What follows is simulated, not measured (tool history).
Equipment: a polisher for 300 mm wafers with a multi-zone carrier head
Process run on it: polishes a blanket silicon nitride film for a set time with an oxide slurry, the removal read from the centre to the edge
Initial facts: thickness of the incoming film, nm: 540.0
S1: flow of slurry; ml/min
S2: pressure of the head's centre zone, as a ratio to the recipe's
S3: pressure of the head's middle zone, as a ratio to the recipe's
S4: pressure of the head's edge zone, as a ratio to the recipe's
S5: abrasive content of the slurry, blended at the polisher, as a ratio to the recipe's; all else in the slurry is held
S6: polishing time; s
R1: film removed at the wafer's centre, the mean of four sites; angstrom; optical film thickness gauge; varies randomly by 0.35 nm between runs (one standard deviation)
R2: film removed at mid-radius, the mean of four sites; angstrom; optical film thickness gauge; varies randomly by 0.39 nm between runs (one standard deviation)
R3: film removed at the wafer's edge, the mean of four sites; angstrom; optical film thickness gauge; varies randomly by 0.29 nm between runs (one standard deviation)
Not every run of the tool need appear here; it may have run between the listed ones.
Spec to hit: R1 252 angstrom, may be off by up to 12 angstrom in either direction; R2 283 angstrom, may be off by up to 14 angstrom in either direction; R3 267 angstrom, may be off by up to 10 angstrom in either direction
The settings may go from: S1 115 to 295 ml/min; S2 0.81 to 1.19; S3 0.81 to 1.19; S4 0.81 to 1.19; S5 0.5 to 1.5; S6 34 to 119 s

Run 1, day 0: S1 190 ml/min, S2 1, S3 1, S4 1, S5 1, S6 76 s. Result: R1 392 angstrom, R2 412.14 angstrom, R3 399.6 angstrom.
Run 2, day 0.196: S1 185 ml/min, S2 0.98, S3 0.99, S4 0.97, S5 0.85, S6 74 s. Result: R1 350.61 angstrom, R2 356.6 angstrom, R3 345.16 angstrom.
Run 3, day 0.258: S1 185 ml/min, S2 0.98, S3 1.05, S4 0.97, S5 0.85, S6 74 s. Result: R1 348.17 angstrom, R2 382.37 angstrom, R3 343.24 angstrom.
Run 4, day 0.35: S1 230 ml/min, S2 0.98, S3 1.05, S4 0.97, S5 0.85, S6 74 s. Result: R1 362.97 angstrom, R2 395.95 angstrom, R3 356.62 angstrom.
Run 5, day 0.642: S1 220 ml/min, S2 0.94, S3 1.03, S4 0.95, S5 0.75, S6 74 s. Result: R1 316.07 angstrom, R2 356.23 angstrom, R3 334.63 angstrom.
Run 6, day 0.712: S1 210 ml/min, S2 0.93, S3 1.02, S4 0.92, S5 0.7, S6 74 s. Result: R1 302.28 angstrom, R2 336.33 angstrom, R3 308.49 angstrom.
Run 7, day 0.792: S1 210 ml/min, S2 0.93, S3 1.02, S4 0.92, S5 0.7, S6 74 s. Result: R1 312.16 angstrom, R2 340.98 angstrom, R3 317.01 angstrom.
Run 8, day 1.008: S1 200 ml/min, S2 0.9, S3 1.01, S4 0.9, S5 0.65, S6 74 s. Result: R1 277 angstrom, R2 315.9 angstrom, R3 292.16 angstrom.
Run 9, day 1.333: S1 185 ml/min, S2 0.89, S3 1, S4 0.89, S5 0.65, S6 74 s. Result: R1 270.53 angstrom, R2 316.37 angstrom, R3 293.57 angstrom.
Run 10, day 1.567: S1 180 ml/min, S2 0.89, S3 0.99, S4 0.87, S5 0.65, S6 74 s. Result: R1 265.78 angstrom, R2 302.88 angstrom, R3 280.1 angstrom.
Run 11, day 1.938: S1 180 ml/min, S2 0.89, S3 0.99, S4 0.87, S5 0.65, S6 74 s. Result: R1 270.5 angstrom, R2 303.66 angstrom, R3 293.28 angstrom.

Pick the move, out of 4, that brings all results within their allowed miss; only one does.
Run A, day 2.308: S1 185 ml/min, S2 0.92, S3 0.92, S4 0.88, S5 0.7, S6 73 s. Result: R1 ?, R2 ?, R3 ?.
Run B, day 2.308: S1 135 ml/min, S2 0.81, S3 0.95, S4 0.86, S5 0.6, S6 85 s. Result: R1 ?, R2 ?, R3 ?.
Run C, day 2.308: S1 170 ml/min, S2 0.9, S3 0.97, S4 0.85, S5 0.8, S6 61 s. Result: R1 ?, R2 ?, R3 ?.
Run D, day 2.308: S1 160 ml/min, S2 0.99, S3 0.85, S4 0.81, S5 0.65, S6 70 s. Result: R1 ?, R2 ?, R3 ?.

move      R1      R2      R3
   A  291.21  307.97  300.72
   B  255.37  317.62  303.85
   C  253.16   286.5  265.37
   D   280.1  258.43  264.35
A: its largest miss is bigger than the last run's
B: its largest miss is bigger than the last run's
C: each result inside its tolerance
D: gets the furthest-off result to its target, but another result is out of tolerance
So the answer is move C, the one that meets all the targets.

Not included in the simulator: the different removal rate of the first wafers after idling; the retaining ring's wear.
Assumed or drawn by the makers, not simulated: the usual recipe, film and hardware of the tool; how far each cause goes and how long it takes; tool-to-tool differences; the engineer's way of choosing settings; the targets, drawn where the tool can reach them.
